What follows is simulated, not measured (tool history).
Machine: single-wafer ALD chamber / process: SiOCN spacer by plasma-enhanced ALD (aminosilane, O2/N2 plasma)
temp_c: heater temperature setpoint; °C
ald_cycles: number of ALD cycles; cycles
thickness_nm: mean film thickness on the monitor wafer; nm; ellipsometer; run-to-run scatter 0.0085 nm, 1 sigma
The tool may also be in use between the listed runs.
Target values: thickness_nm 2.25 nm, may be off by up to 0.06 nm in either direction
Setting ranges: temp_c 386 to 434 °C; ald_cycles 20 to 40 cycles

Run 1, day 0: temp_c 410 °C, ald_cycles 30 cycles. Result: thickness_nm 1.8283 nm.
Run 2, day 0.258: temp_c 408 °C, ald_cycles 31 cycles. Result: thickness_nm 1.9014 nm.
Run 3, day 0.558: temp_c 406 °C, ald_cycles 32 cycles. Result: thickness_nm 1.9761 nm.
Run 4, day 0.825: temp_c 404 °C, ald_cycles 33 cycles. Result: thickness_nm 2.0446 nm.
Run 5, day 0.954: temp_c 409 °C, ald_cycles 33 cycles. Result: thickness_nm 2.0137 nm.
Run 6, day 1.288: temp_c 408 °C, ald_cycles 34 cycles. Result: thickness_nm 2.0818 nm.
Run 7, day 1.45: temp_c 407 °C, ald_cycles 34 cycles. Result: thickness_nm 2.093 nm.
Run 8, day 1.604: temp_c 406 °C, ald_cycles 34 cycles. Result: thickness_nm 2.1121 nm.
Run 9, day 1.662: temp_c 405 °C, ald_cycles 34 cycles. Result: thickness_nm 2.1059 nm.
Run 10, day 1.708: temp_c 404 °C, ald_cycles 34 cycles. Result: thickness_nm 2.1005 nm.
Run 11, day 1.962: temp_c 403 °C, ald_cycles 35 cycles. Result: thickness_nm 2.1673 nm.

Of the 4 settings listed for the next run, only one would bring every result within its allowed miss of target. Which one?
Run A, day 2.217: temp_c 388 °C, ald_cycles 34 cycles. Result: thickness_nm ?.
Run B, day 2.217: temp_c 403 °C, ald_cycles 36 cycles. Result: thickness_nm ?.
Run C, day 2.217: temp_c 405 °C, ald_cycles 33 cycles. Result: thickness_nm ?.
Run D, day 2.217: temp_c 411 °C, ald_cycles 35 cycles. Result: thickness_nm ?.

move  thickness_nm
   A        2.1271
   B        2.2358
   C        2.0361
   D        2.1169
A: further off than the last run
B: in spec on every target
C: further off than the last run
D: further off than the last run
Go with B: it meets all targets.
